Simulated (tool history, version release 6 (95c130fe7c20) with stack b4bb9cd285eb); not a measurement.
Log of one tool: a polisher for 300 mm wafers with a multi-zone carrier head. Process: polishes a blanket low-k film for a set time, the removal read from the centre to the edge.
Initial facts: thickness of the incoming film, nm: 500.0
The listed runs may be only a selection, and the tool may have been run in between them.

run  hour  flow of slurry (ml/min)  pressure of the head's centre zone  pressure of the head's middle zone  pressure of the head's edge zone  abrasive content of the slurry  polishing time (s)  film removed at the wafer's centre (angstrom)  film removed at mid-radius (angstrom)  film removed at the wafer's edge (angstrom)
  1     0                      260                                   1                                   1                                 1                               1                  67                                         333.22                                 345.08                                       344.55
  2   7.9                      260                                   1                                   1                                 1                               1                  54                                         280.96                                 278.35                                        274.5
  3  13.5                      260                                0.97                                1.04                              1.04                            1.15                  55                                         285.09                                 313.61                                        304.4
  4  15.1                      260                                0.97                                1.04                              1.04                            1.15                  63                                         336.46                                 352.88                                       342.67
  5  17.8                      260                                0.97                                1.04                              1.04                             1.3                  63                                         333.75                                 369.13                                       353.78
  6    21                      260                                0.91                                1.04                              1.04                             1.3                  63                                         317.95                                 371.43                                       359.72
  7  28.2                      270                                 0.9                                1.06                              1.08                            1.35                  63                                         322.58                                 386.57                                       373.71
  8  32.5                      280                                 0.9                                1.08                               1.1                            1.35                  63                                         318.88                                 395.38                                       381.56

The next listed run, before its measurement:
  9  40.9                      290                                0.91                                1.09                              1.11                            1.35                  63                                              ?                                      ?                                            ?

{"run 9": {"film removed at the wafer's centre (angstrom)": 332.55, "film removed at mid-radius (angstrom)": 397.63, "film removed at the wafer's edge (angstrom)": 375.83}}
